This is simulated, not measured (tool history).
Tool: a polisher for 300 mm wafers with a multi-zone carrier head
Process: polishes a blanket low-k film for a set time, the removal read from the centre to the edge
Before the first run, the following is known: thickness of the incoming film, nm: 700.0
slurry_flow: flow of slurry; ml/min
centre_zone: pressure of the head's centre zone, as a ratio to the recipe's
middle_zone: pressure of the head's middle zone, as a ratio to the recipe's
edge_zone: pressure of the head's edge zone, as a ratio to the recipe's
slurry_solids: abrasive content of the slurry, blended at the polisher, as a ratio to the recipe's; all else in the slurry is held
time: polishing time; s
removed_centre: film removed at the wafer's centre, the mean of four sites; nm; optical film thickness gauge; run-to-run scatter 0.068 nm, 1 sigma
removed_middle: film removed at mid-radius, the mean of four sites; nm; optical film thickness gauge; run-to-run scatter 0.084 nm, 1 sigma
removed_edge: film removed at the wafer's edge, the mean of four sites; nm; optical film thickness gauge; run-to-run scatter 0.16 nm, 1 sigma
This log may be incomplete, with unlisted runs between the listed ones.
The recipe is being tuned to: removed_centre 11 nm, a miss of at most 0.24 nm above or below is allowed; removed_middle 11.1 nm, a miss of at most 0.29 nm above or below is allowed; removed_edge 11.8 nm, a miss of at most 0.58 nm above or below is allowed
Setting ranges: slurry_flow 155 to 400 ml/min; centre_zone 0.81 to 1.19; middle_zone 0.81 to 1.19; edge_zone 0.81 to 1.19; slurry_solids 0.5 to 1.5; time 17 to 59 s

| run | hour | slurry_flow | centre_zone | middle_zone | edge_zone | slurry_solids | time | removed_centre | removed_middle | removed_edge |
|---|---|---|---|---|---|---|---|---|---|---|
| 1 | 0 | 255 | 1 | 1 | 1 | 1 | 38 | 18.539 | 18.311 | 19.799 |
| 2 | 6.7 | 305 | 1 | 1 | 1 | 1 | 38 | 18.773 | 18.216 | 19.528 |
| 3 | 13.8 | 305 | 1 | 1 | 1 | 1 | 42 | 20.956 | 20.217 | 21.527 |
| 4 | 19 | 330 | 0.96 | 0.97 | 0.95 | 0.85 | 38 | 16.338 | 16.05 | 17.007 |
| 5 | 21.1 | 365 | 0.96 | 0.97 | 0.95 | 0.85 | 38 | 16.427 | 16.226 | 16.96 |
|  | 24.3 | edge zone pressure recalibrated |
| 6 | 24.3 | 365 | 0.96 | 0.9 | 0.95 | 0.85 | 38 | 16.579 | 15.083 | 16.808 |
| 7 | 28.7 | 365 | 0.96 | 0.9 | 0.95 | 0.85 | 38 | 16.315 | 15.128 | 16.831 |
| 8 | 35.6 | 375 | 0.92 | 0.88 | 0.91 | 0.75 | 37 | 14.063 | 13.225 | 14.857 |
| 9 | 39 | 375 | 0.92 | 0.88 | 0.91 | 0.75 | 37 | 14.008 | 13.355 | 14.712 |
| 10 | 47.4 | 385 | 0.9 | 0.87 | 0.88 | 0.7 | 37 | 12.849 | 12.29 | 13.359 |
| 11 | 52.7 | 390 | 0.87 | 0.86 | 0.86 | 0.7 | 37 | 12.626 | 12.368 | 13.419 |
| 12 | 54.3 | 395 | 0.86 | 0.85 | 0.84 | 0.65 | 37 | 11.628 | 11.392 | 12.307 |
| 13 | 61.6 | 390 | 0.85 | 0.85 | 0.83 | 0.65 | 37 | 11.49 | 11.364 | 12.59 |
| 14 | 64.9 | 395 | 0.85 | 0.86 | 0.82 | 0.65 | 37 | 11.515 | 11.507 | 12.504 |
| 15 | 65.8 | 395 | 0.85 | 0.86 | 0.82 | 0.6 | 37 | 10.561 | 10.57 | 11.265 |
| 16 | 74.1 | 395 | 0.85 | 0.87 | 0.84 | 0.6 | 37 | 10.586 | 10.743 | 11.465 |
| 17 | 78.3 | 395 | 0.86 | 0.88 | 0.85 | 0.6 | 37 | 10.673 | 10.774 | 11.512 |
| 18 | 86.2 | 395 | 0.86 | 0.89 | 0.85 | 0.6 | 37 | 10.665 | 10.986 | 11.628 |

Which one of the following 5 next-run settings gets every result inside its allowed miss? There is exactly one.
| A | 94.1 | 380 | 0.83 | 0.85 | 0.95 | 0.75 | 32 | ? | ? | ? |
| B | 94.1 | 400 | 0.82 | 0.96 | 0.84 | 0.6 | 38 | ? | ? | ? |
| C | 94.1 | 395 | 0.92 | 0.95 | 0.98 | 0.6 | 36 | ? | ? | ? |
| D | 94.1 | 380 | 0.88 | 1.06 | 0.82 | 0.65 | 32 | ? | ? | ? |
| E | 94.1 | 395 | 0.81 | 0.97 | 0.88 | 0.55 | 42 | ? | ? | ? |

| move | removed_centre | removed_middle | removed_edge |
|---|---|---|---|
| A | 10.97 | 11.149 | 12.869 |
| B | 10.428 | 11.844 | 11.685 |
| C | 10.963 | 11.106 | 11.838 |
| D | 10.161 | 11.76 | 10.559 |
| E | 10.275 | 11.903 | 11.876 |
A: corrects the largest miss of the last run, while another result sits out of spec
B: its largest miss is bigger than the last run's
C: meets every target
D: its largest miss is bigger than the last run's
E: its largest miss is bigger than the last run's
The move that meets every target is C.

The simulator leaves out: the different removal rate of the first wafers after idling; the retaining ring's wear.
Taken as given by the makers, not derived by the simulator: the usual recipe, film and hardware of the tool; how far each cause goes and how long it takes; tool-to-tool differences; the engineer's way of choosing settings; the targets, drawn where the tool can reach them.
